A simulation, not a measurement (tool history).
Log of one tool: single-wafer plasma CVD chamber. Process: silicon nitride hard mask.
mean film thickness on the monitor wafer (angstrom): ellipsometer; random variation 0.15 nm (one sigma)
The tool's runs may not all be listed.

run    day  heater temperature setpoint (°C)  chamber pressure (Torr)  RF power (W)  deposition time (s)  mean film thickness on the monitor wafer (angstrom)
  1      0                               415                     1.09           405                 36.1                                               449.87
  2  0.158                               415                     1.04           395                   36                                               431.43
  3  0.238                               415                     1.04           365                   36                                               411.54
  4  0.483                               415                     1.21           365                   36                                               436.35
  5  0.821                               415                     1.21           390                   36                                               455.08
  6  1.067                               415                     1.15           385                   36                                               443.04
  7    1.3                               415                     1.09           380                   36                                               432.08
  8  1.392                               415                     1.04           375                   36                                               414.91
  9  1.475                               415                        1           375                   36                                               408.63
 10  1.683                               415                        1           375                   36                                               408.73
 11  2.012                               415                        1           375                   36                                               410.91
 12  2.054                               415                     0.96           375                   36                                               402.23
 13    2.2                               415                     0.93           375                   36                                               398.83
 14  2.571                               415                      0.9           375                   36                                               388.76

Run 15 comes next. What will it give?
 15  2.908                               415                     0.88           375                   36                                                    ?

{"run 15": {"mean film thickness on the monitor wafer (angstrom)": 384.73}}
